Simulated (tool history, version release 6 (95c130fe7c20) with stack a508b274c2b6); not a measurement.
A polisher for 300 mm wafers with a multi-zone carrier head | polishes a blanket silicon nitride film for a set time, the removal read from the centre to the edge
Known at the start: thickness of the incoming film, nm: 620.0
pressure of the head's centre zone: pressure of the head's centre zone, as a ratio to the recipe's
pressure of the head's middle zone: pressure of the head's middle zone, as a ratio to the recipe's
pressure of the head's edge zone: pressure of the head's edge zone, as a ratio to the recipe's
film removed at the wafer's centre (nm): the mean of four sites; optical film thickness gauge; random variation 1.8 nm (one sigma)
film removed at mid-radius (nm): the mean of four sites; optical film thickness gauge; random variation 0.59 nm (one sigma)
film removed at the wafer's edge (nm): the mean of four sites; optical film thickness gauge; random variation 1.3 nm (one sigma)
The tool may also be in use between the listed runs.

run,hour,flow of slurry (ml/min),pressure of the head's centre zone,pressure of the head's middle zone,pressure of the head's edge zone,polishing time (s),film removed at the wafer's centre (nm),film removed at mid-radius (nm),film removed at the wafer's edge (nm)
1,0,150,1,1,1,51,81.636,76.839,83.716
2,2.9,150,1,1,1,61,96.671,92.469,96.354
3,9.9,175,1,1,1,61,98.417,94.091,100.05
4,16.3,175,0.92,1,1,61,89.32,95.048,101.1
5,21.8,180,0.96,0.98,1.02,61,95.354,93.808,101.17
6,28,180,0.96,0.98,0.96,61,95.17,92.991,99.205
7,35.1,185,0.98,0.96,0.98,61,99.566,92.06,97.373
8,42,185,0.99,0.94,1.01,62,102.16,92.654,102.13
9,50,190,1.01,0.93,1.03,62,104.88,92.06,103.83
10,55.8,190,1.03,0.92,1.04,62,107.88,90.503,102
11,62.8,195,1.04,0.91,1.06,62,110.39,90.157,105.67
12,64.6,200,1.05,0.91,1.07,62,110.49,90.757,105.31
13,65.6,200,1.05,0.91,1.07,62,106.61,90.219,108.27
14,68.4,200,1.05,0.91,1.07,62,109.79,90.83,106.33

Forecast run 15:
15,71,200,1.07,0.91,1.08,62,?,?,?

{"run 15": {"film removed at the wafer's centre (nm)": 109.16, "film removed at mid-radius (nm)": 89.928, "film removed at the wafer's edge (nm)": 105.09}}
